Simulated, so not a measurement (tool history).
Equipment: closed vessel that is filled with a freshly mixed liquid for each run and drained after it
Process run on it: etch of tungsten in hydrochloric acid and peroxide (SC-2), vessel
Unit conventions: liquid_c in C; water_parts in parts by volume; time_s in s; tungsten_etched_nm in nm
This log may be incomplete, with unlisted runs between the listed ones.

run,hour,liquid_c,water_parts,time_s,tungsten_etched_nm
1,0.0,46.0,8.0,30,8.1927
2,8.9,43.5,8.5,30,6.5642
3,14.2,41.5,9.0,30,5.4413
4,22.0,41.5,9.0,30,5.4506
5,28.3,41.5,11.5,30,4.4729
6,31.1,40.5,11.5,30,4.1877
7,38.5,39.5,11.5,30,3.8507
8,43.8,39.0,11.5,30,3.7485
9,48.2,38.5,11.5,30,3.6203
10,49.6,38.0,11.5,30,3.5182
11,53.5,37.5,11.5,30,3.4143

The next listed run, before its measurement:
12,61.7,37.0,11.5,30,?

Logged for run 12: tungsten_etched_nm 3.2394 nm.

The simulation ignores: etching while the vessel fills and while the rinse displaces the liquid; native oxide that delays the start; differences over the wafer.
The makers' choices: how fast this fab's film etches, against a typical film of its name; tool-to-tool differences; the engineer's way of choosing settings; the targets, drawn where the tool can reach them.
